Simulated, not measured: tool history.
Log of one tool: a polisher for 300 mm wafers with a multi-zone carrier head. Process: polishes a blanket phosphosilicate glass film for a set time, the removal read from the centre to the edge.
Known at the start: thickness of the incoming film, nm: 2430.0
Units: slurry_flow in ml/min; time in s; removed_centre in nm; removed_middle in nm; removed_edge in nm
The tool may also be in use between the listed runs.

run 1 hour=0.0 | slurry_flow=175 centre_zone=1.00 middle_zone=1.00 edge_zone=1.00 slurry_solids=1.0 time=76 | removed_centre=501.02 removed_middle=498.02 removed_edge=497.66
run 2 hour=7.4 | slurry_flow=170 centre_zone=0.99 middle_zone=0.97 edge_zone=1.00 slurry_solids=1.0 time=76 | removed_centre=494.53 removed_middle=490.20 removed_edge=496.52
run 3 hour=13.0 | slurry_flow=170 centre_zone=0.99 middle_zone=0.97 edge_zone=1.03 slurry_solids=1.0 time=76 | removed_centre=492.94 removed_middle=489.07 removed_edge=500.94
run 4 hour=13.9 | slurry_flow=165 centre_zone=0.98 middle_zone=0.95 edge_zone=1.04 slurry_solids=1.0 time=76 | removed_centre=484.84 removed_middle=474.58 removed_edge=497.33
run 5 hour=15.8 | slurry_flow=165 centre_zone=0.98 middle_zone=1.00 edge_zone=1.04 slurry_solids=1.0 time=76 | removed_centre=489.56 removed_middle=505.51 removed_edge=499.64
run 6 hour=18.9 | slurry_flow=190 centre_zone=0.98 middle_zone=1.00 edge_zone=1.04 slurry_solids=1.0 time=76 | removed_centre=499.81 removed_middle=504.32 removed_edge=510.66
run 7 hour=20.7 | slurry_flow=190 centre_zone=0.98 middle_zone=1.00 edge_zone=1.04 slurry_solids=1.0 time=76 | removed_centre=496.36 removed_middle=505.47 removed_edge=500.97
run 8 hour=27.8 | slurry_flow=140 centre_zone=0.91 middle_zone=0.90 edge_zone=1.02 slurry_solids=0.9 time=76 | removed_centre=423.26 removed_middle=417.68 removed_edge=473.72

Run 9 comes next. What will it give?
run 9 hour=30.2 | slurry_flow=140 centre_zone=0.91 middle_zone=0.89 edge_zone=1.02 slurry_solids=0.9 time=76 | removed_centre=? removed_middle=? removed_edge=?

Run 9 gave removed_centre 421.18 nm, removed_middle 422.18 nm, removed_edge 468.04 nm.
